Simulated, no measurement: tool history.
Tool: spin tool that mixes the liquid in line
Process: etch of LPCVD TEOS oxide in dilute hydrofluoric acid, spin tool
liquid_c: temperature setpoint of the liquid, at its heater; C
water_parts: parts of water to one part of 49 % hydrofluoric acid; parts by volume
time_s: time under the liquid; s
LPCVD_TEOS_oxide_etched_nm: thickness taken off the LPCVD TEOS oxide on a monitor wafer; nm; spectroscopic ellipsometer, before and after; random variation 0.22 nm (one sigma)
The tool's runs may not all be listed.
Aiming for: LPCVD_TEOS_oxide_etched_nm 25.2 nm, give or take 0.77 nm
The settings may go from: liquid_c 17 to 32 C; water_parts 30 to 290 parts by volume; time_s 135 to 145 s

{"run": 1, "hour": 0.0, "liquid_c": 24, "water_parts": 160, "time_s": 135, "LPCVD_TEOS_oxide_etched_nm": 22.893}
{"run": 2, "hour": 6.4, "liquid_c": 24.5, "water_parts": 160, "time_s": 135, "LPCVD_TEOS_oxide_etched_nm": 22.758}
{"run": 3, "hour": 13.6, "liquid_c": 21.5, "water_parts": 160, "time_s": 135, "LPCVD_TEOS_oxide_etched_nm": 20.342}
{"run": 4, "hour": 20.6, "liquid_c": 24.5, "water_parts": 160, "time_s": 135, "LPCVD_TEOS_oxide_etched_nm": 23.137}
{"run": 5, "hour": 27.8, "liquid_c": 24.5, "water_parts": 160, "time_s": 135, "LPCVD_TEOS_oxide_etched_nm": 22.864}
{"run": 6, "hour": 33.6, "liquid_c": 25, "water_parts": 160, "time_s": 135, "LPCVD_TEOS_oxide_etched_nm": 23.219}
{"hour": 39.6, "done": "thermometer replaced"}
{"run": 7, "hour": 39.6, "liquid_c": 25.5, "water_parts": 160, "time_s": 135, "LPCVD_TEOS_oxide_etched_nm": 22.393}
{"run": 8, "hour": 45.7, "liquid_c": 26, "water_parts": 155, "time_s": 135, "LPCVD_TEOS_oxide_etched_nm": 23.37}

Below are 5 possible settings for the next run. Only one of them brings all results inside the allowed miss of their targets. Which is it?
{"run": "A", "hour": 51.8, "liquid_c": 26, "water_parts": 140, "time_s": 135, "LPCVD_TEOS_oxide_etched_nm": "?"}
{"run": "B", "hour": 51.8, "liquid_c": 27, "water_parts": 170, "time_s": 135, "LPCVD_TEOS_oxide_etched_nm": "?"}
{"run": "C", "hour": 51.8, "liquid_c": 27, "water_parts": 160, "time_s": 135, "LPCVD_TEOS_oxide_etched_nm": "?"}
{"run": "D", "hour": 51.8, "liquid_c": 26, "water_parts": 165, "time_s": 135, "LPCVD_TEOS_oxide_etched_nm": "?"}
{"run": "E", "hour": 51.8, "liquid_c": 26, "water_parts": 145, "time_s": 135, "LPCVD_TEOS_oxide_etched_nm": "?"}

move=A LPCVD_TEOS_oxide_etched_nm=26.467
move=B LPCVD_TEOS_oxide_etched_nm=21.819
move=C LPCVD_TEOS_oxide_etched_nm=23.463
move=D LPCVD_TEOS_oxide_etched_nm=21.797
move=E LPCVD_TEOS_oxide_etched_nm=25.401
A: the result that was furthest off in the last run now lies on the other side of its target
B: misses by more than the last run did
C: nearer than the last run, and not there yet
D: misses by more than the last run did
E: every result within its allowed miss
E meets every target.
